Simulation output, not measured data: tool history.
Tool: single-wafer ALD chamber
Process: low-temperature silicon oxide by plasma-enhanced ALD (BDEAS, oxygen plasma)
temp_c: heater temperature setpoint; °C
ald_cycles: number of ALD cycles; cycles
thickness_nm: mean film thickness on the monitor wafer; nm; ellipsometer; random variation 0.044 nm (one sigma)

{"run": 1, "hour": 0.0, "temp_c": 105, "ald_cycles": 48, "thickness_nm": 7.0106}
{"run": 2, "hour": 1.7, "temp_c": 104, "ald_cycles": 50, "thickness_nm": 7.3248}
{"run": 3, "hour": 8.7, "temp_c": 103, "ald_cycles": 52, "thickness_nm": 7.58}
{"run": 4, "hour": 11.8, "temp_c": 107, "ald_cycles": 52, "thickness_nm": 7.5492}
{"run": 5, "hour": 18.9, "temp_c": 106, "ald_cycles": 53, "thickness_nm": 7.6095}
{"run": 6, "hour": 22.3, "temp_c": 106, "ald_cycles": 46, "thickness_nm": 6.6872}
{"run": 7, "hour": 28.8, "temp_c": 103, "ald_cycles": 48, "thickness_nm": 7.0083}
{"run": 8, "hour": 31.7, "temp_c": 102, "ald_cycles": 50, "thickness_nm": 7.3407}

Forecast run 9:
{"run": 9, "hour": 32.8, "temp_c": 99, "ald_cycles": 51, "thickness_nm": "?"}

{"run 9": {"thickness_nm": 7.452}}
